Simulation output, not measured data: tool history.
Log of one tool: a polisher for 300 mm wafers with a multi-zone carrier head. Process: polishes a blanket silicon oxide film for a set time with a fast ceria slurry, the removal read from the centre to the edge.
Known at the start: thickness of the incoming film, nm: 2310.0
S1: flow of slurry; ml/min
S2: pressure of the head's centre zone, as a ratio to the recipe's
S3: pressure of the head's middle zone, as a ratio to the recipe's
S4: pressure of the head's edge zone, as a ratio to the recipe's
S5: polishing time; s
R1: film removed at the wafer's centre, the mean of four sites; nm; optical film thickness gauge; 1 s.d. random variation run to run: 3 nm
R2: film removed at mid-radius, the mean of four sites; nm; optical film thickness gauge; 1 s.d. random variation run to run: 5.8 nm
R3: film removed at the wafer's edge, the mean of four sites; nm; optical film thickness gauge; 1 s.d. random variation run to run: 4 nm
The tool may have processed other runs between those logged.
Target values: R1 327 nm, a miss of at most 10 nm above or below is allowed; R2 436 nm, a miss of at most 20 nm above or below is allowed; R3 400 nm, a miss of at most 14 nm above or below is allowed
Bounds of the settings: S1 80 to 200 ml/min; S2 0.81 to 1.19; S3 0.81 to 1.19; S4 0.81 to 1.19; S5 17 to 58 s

{"run": 1, "hour": 0.0, "S1": 130, "S2": 1, "S3": 1, "S4": 1, "S5": 37, "R1": 622.32, "R2": 606, "R3": 615.83}
{"run": 2, "hour": 5.5, "S1": 130, "S2": 1, "S3": 1, "S4": 1, "S5": 45, "R1": 743.19, "R2": 753.56, "R3": 740.48}
{"run": 3, "hour": 8.3, "S1": 120, "S2": 0.96, "S3": 1.03, "S4": 0.99, "S5": 41, "R1": 626.21, "R2": 697.85, "R3": 664.96}
{"run": 4, "hour": 11.8, "S1": 115, "S2": 0.94, "S3": 1.03, "S4": 0.97, "S5": 38, "R1": 573.12, "R2": 629.16, "R3": 610.75}
{"run": 5, "hour": 18.6, "S1": 115, "S2": 0.94, "S3": 1.03, "S4": 1.04, "S5": 38, "R1": 570.63, "R2": 634.47, "R3": 638.77}
{"run": 6, "hour": 22.7, "S1": 110, "S2": 0.92, "S3": 1.04, "S4": 1.02, "S5": 35, "R1": 511, "R2": 573.78, "R3": 557.32}
{"run": 7, "hour": 25.7, "S1": 105, "S2": 0.9, "S3": 1.05, "S4": 1.03, "S5": 33, "R1": 457.17, "R2": 543.35, "R3": 530.54}
{"run": 8, "hour": 27.0, "S1": 100, "S2": 0.89, "S3": 1.06, "S4": 1.02, "S5": 32, "R1": 430.94, "R2": 525.16, "R3": 493.52}
{"run": 9, "hour": 30.0, "S1": 95, "S2": 0.88, "S3": 1.06, "S4": 1.02, "S5": 31, "R1": 406.98, "R2": 498.95, "R3": 487.48}
{"run": 10, "hour": 38.6, "S1": 95, "S2": 0.87, "S3": 1.06, "S4": 1, "S5": 30, "R1": 398.85, "R2": 486.46, "R3": 463.24}
{"run": 11, "hour": 43.5, "S1": 80, "S2": 0.81, "S3": 1.1, "S4": 1, "S5": 25, "R1": 281.04, "R2": 386.5, "R3": 373.41}
{"run": 12, "hour": 45.5, "S1": 90, "S2": 0.81, "S3": 1.1, "S4": 1, "S5": 25, "R1": 294.81, "R2": 410.08, "R3": 375.9}
{"run": 13, "hour": 49.0, "S1": 95, "S2": 0.81, "S3": 1.09, "S4": 1.01, "S5": 25, "R1": 307.54, "R2": 406.03, "R3": 382.96}
{"run": 14, "hour": 49.8, "S1": 100, "S2": 0.81, "S3": 1.1, "S4": 1.02, "S5": 25, "R1": 304.26, "R2": 422.92, "R3": 395.6}
{"run": 15, "hour": 55.7, "S1": 105, "S2": 0.81, "S3": 1.1, "S4": 1.02, "S5": 25, "R1": 312.45, "R2": 424.68, "R3": 400.38}
{"run": 16, "hour": 61.2, "S1": 105, "S2": 0.81, "S3": 1.1, "S4": 1.01, "S5": 25, "R1": 315.1, "R2": 435.84, "R3": 398.07}

Below are 4 possible settings for the next run. Only one of them brings all results inside the allowed miss of their targets. Which is it?
{"run": "A", "hour": 66.7, "S1": 125, "S2": 0.88, "S3": 1.12, "S4": 0.97, "S5": 24, "R1": "?", "R2": "?", "R3": "?"}
{"run": "B", "hour": 66.7, "S1": 115, "S2": 0.81, "S3": 1.07, "S4": 0.95, "S5": 25, "R1": "?", "R2": "?", "R3": "?"}
{"run": "C", "hour": 66.7, "S1": 90, "S2": 0.81, "S3": 1.1, "S4": 1.13, "S5": 26, "R1": "?", "R2": "?", "R3": "?"}
{"run": "D", "hour": 66.7, "S1": 95, "S2": 0.81, "S3": 1.14, "S4": 1.01, "S5": 25, "R1": "?", "R2": "?", "R3": "?"}

move=A R1=342.69 R2=427.8 R3=383.6
move=B R1=320.04 R2=419.68 R3=390.25
move=C R1=303.88 R2=412.47 R3=414.96
move=D R1=298.96 R2=416.81 R3=384.24
A: carries the result that was furthest off beyond its target, to the other side
B: in spec on every target
C: lands further from the targets than the last run did
D: lands further from the targets than the last run did
B meets every target.
